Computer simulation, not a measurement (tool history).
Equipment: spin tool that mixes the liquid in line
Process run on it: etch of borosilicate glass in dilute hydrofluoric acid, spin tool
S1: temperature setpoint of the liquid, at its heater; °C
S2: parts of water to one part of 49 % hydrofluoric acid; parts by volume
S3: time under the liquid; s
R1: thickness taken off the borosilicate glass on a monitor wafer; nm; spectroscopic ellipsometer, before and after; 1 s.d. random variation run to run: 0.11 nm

run,hour,S1,S2,S3,R1
1,0,26,105,55,30.928
2,5.9,26,105,55,30.776
3,14.1,26,105,60,33.7
4,18.2,29.5,105,60,38.471
5,21.6,31,105,60,40.686
6,27.8,32.5,105,60,43.149
7,31.6,29.5,105,60,38.783
8,32.6,29.5,105,60,38.525
9,41.6,27,105,60,34.936
10,49.5,25.5,105,60,33.053

The next listed run, before its measurement:
11,53.2,24.5,105,60,?

R1: 31.712 nm
